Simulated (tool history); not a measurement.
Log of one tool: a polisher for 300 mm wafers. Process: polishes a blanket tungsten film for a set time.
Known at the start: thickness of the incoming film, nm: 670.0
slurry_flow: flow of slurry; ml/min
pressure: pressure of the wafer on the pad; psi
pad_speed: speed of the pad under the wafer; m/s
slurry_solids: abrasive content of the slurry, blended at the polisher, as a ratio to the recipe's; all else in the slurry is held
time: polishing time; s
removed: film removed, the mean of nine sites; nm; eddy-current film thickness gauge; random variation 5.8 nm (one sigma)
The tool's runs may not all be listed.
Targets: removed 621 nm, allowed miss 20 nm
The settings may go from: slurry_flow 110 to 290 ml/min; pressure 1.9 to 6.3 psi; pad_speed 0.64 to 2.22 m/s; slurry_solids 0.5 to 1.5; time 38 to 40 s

| run | day | slurry_flow | pressure | pad_speed | slurry_solids | time | removed |
|---|---|---|---|---|---|---|---|
| 1 | 0 | 185 | 4.1 | 1.42 | 1 | 38 | 313.42 |
| 2 | 0.142 | 185 | 3.6 | 1.42 | 1 | 38 | 286.98 |
| 3 | 0.396 | 190 | 4.5 | 1.52 | 1 | 38 | 360.96 |
| 4 | 0.738 | 190 | 5.1 | 1.62 | 1 | 38 | 425.82 |
| 5 | 0.946 | 195 | 5.5 | 1.7 | 1 | 38 | 485.27 |
| 6 | 1.175 | 195 | 5.5 | 1.7 | 1 | 40 | 494.74 |
| 7 | 1.233 | 215 | 6.3 | 1.74 | 1 | 40 | 594 |
| 8 | 1.5 | 215 | 6.3 | 1.76 | 1 | 40 | 582.72 |

4 next moves are on the table. One of them brings every result within its allowed miss. Which?
| A | 1.767 | 205 | 6.3 | 1.6 | 1.2 | 40 | ? |
| B | 1.767 | 175 | 6.3 | 1.82 | 1.25 | 40 | ? |
| C | 1.767 | 270 | 5.9 | 1.72 | 1.15 | 40 | ? |
| D | 1.767 | 190 | 6.2 | 1.72 | 1.2 | 39 | ? |

| move | removed |
|---|---|
| A | 557.64 |
| B | 621.67 |
| C | 580.46 |
| D | 569.15 |
A: further off than the last run
B: meets every target
C: further off than the last run
D: further off than the last run
The right move is B.
